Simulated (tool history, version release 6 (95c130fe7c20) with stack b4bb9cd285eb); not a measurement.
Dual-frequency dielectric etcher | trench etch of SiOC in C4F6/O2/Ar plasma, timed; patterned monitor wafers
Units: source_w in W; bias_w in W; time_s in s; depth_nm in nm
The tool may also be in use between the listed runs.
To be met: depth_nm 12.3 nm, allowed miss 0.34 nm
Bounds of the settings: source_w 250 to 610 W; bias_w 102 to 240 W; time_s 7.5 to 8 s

run 1 hour=0 | source_w=430 bias_w=171 time_s=8 | depth_nm=16.525
run 2 hour=0.6 | source_w=430 bias_w=171 time_s=7.5 | depth_nm=15.504
run 3 hour=9.4 | source_w=400 bias_w=164 time_s=7.5 | depth_nm=14.51
run 4 hour=13 | source_w=400 bias_w=164 time_s=7.5 | depth_nm=14.477
run 5 hour=17.9 | source_w=390 bias_w=163 time_s=7.5 | depth_nm=14.252
run 6 hour=26.1 | source_w=380 bias_w=162 time_s=7.5 | depth_nm=13.855
run 7 hour=29 | source_w=370 bias_w=162 time_s=7.5 | depth_nm=13.623
run 8 hour=33.3 | source_w=360 bias_w=162 time_s=7.5 | depth_nm=13.361
-- hour=42.2 source power generator calibrated
run 9 hour=42.2 | source_w=350 bias_w=162 time_s=7.5 | depth_nm=13.388
run 10 hour=47.3 | source_w=340 bias_w=162 time_s=7.5 | depth_nm=13.173
run 11 hour=53.7 | source_w=330 bias_w=162 time_s=7.5 | depth_nm=12.863

5 next moves are on the table. One of them brings every result within its allowed miss. Which?
run A hour=60.1 | source_w=330 bias_w=174 time_s=7.5 | depth_nm=?
run B hour=60.1 | source_w=380 bias_w=129 time_s=8 | depth_nm=?
run C hour=60.1 | source_w=290 bias_w=160 time_s=8 | depth_nm=?
run D hour=60.1 | source_w=350 bias_w=151 time_s=8 | depth_nm=?
run E hour=60.1 | source_w=330 bias_w=178 time_s=7.5 | depth_nm=?

move=A depth_nm=13.398
move=B depth_nm=13.482
move=C depth_nm=12.336
move=D depth_nm=13.858
move=E depth_nm=13.555
A: further off than the last run
B: further off than the last run
C: meets every target
D: further off than the last run
E: further off than the last run
Answer: C
